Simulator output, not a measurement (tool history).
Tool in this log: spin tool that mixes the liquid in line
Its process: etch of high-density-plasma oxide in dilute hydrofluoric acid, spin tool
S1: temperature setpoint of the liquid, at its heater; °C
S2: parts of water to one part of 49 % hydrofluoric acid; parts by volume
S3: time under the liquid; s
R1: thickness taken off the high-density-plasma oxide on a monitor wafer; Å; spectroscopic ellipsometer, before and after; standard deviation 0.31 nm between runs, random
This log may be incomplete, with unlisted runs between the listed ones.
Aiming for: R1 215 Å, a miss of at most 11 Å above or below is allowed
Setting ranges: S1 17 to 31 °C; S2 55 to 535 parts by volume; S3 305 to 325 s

run	hour	S1	S2	S3	R1
1	0	23	295	305	51.324
2	2	24.5	240	310	72.471
3	3	25.5	200	310	92.961
4	4.7	22.5	200	310	85.115
5	13.5	22.5	200	305	83.395
6	17.6	23.5	170	310	105.06
7	24.1	23.5	170	310	106.39
8	31	24.5	145	310	134.42
9	33.2	25.5	135	310	151.85
# hour 39.5: thermometer replaced
10	39.5	26.5	130	310	151.89
11	45.8	27	120	310	173.82
12	46.5	27.5	120	310	175.99
13	54.3	28	120	310	179.12
14	62.8	28.5	115	310	190.61
15	67.8	29	115	310	193.04
16	74.2	29.5	115	310	195.56
17	77.4	30	115	310	198.72

Below are 4 possible settings for the next run. Only one of them brings all results inside the allowed miss of their targets. Which is it?
A	80.6	28.5	120	325	?
B	80.6	28	115	315	?
C	80.6	31	115	325	?
D	80.6	30	125	315	?

move	R1
A	191.64
B	191.48
C	220.87
D	187.25
A: further off than the last run
B: further off than the last run
C: hits every target within its allowed miss
D: further off than the last run
Answer: C
